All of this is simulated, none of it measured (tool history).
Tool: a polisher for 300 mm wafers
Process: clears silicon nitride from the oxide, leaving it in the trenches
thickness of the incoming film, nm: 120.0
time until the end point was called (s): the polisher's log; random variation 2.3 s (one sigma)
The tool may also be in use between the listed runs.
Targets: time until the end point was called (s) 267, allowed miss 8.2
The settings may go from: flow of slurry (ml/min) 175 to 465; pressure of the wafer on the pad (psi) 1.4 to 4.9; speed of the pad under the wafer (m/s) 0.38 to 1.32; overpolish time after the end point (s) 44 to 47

run  hour  flow of slurry (ml/min)  pressure of the wafer on the pad (psi)  speed of the pad under the wafer (m/s)  overpolish time after the end point (s)  time until the end point was called (s)
  1     0                      295                                     3.1                                    0.84                                       44                                   135.96
  2   2.9                      295                                     3.1                                    0.84                                       44                                   135.35
  3     7                      295                                     2.6                                    0.82                                       44                                   163.04
  4  11.3                      350                                     2.6                                    0.82                                       44                                   163.41
  5  13.4                      350                                     2.6                                    0.82                                       47                                   161.71
  6    18                      350                                     3.3                                    0.82                                       47                                   129.55
  7  25.8                      340                                     2.4                                     0.7                                       47                                   205.35
  8  34.5                      340                                     2.2                                     0.7                                       47                                   220.58
  9    40                      340                                       2                                     0.7                                       47                                   243.83
 10  47.4                      340                                     1.9                                     0.7                                       47                                   255.96

Which of these 5 next moves meets every target?
  A  54.8                      330                                       2                                    0.72                                       47                                        ?
  B  54.8                      460                                     2.2                                    0.54                                       45                                        ?
  C  54.8                      355                                       2                                    0.64                                       46                                        ?
  D  54.8                      320                                       2                                     0.6                                       45                                        ?
  E  54.8                      395                                     1.7                                    0.68                                       44                                        ?

move  time until the end point was called (s)
   A                                   240.06
   B                                   284.01
   C                                   267.86
   D                                   286.55
   E                                   293.28
A: further off than the last run
B: takes the result that was furthest off past its target
C: meets every target
D: takes the result that was furthest off past its target
E: takes the result that was furthest off past its target
Answer: C

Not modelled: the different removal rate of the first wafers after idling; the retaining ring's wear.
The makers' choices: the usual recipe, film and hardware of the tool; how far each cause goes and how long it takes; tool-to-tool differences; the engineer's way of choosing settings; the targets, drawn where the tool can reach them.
